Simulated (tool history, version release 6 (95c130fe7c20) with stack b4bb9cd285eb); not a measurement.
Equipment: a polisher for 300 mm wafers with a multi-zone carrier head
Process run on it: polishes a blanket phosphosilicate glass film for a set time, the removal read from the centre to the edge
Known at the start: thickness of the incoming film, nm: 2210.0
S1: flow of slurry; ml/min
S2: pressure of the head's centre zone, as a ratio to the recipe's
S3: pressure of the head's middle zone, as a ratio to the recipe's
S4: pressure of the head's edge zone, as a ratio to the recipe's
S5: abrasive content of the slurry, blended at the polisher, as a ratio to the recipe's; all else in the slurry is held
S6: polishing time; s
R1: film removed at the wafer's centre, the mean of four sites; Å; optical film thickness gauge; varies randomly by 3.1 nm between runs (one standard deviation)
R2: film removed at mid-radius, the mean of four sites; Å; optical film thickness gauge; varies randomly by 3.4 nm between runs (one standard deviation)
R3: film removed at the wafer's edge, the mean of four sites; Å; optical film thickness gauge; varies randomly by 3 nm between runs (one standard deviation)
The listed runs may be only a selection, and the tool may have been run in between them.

run    day   S1    S2    S3    S4    S5  S6      R1      R2      R3
  1  0.000  270  1.00  1.00  1.00  1.00  37  1876.9  1832.2  1874.9
  2  0.083  315  1.00  1.00  1.00  1.00  37  1948.0  1863.4  1905.6
  3  0.396  315  1.00  1.07  1.00  1.00  37  1917.3  1995.7  1867.2
  4  0.708  320  1.01  1.08  1.01  1.05  37  1957.7  2053.3  1959.1
  5  1.067  320  1.01  1.08  0.96  1.05  37  2000.2  2039.6  1893.4
  6  1.096  320  1.01  1.08  0.96  1.05  28  1506.2  1566.6  1445.1
  7  1.396  325  1.03  1.09  0.96  1.10  29  1595.8  1635.7  1472.6
  8  1.638  330  1.04  1.09  0.97  1.15  31  1730.0  1770.4  1639.9

Run 9 comes next. What will it give?
  9  1.933  330  1.04  1.09  0.97  1.15  31   ?   ?   ?

R1: 1755.6 Å
R2: 1769.3 Å
R3: 1659.6 Å

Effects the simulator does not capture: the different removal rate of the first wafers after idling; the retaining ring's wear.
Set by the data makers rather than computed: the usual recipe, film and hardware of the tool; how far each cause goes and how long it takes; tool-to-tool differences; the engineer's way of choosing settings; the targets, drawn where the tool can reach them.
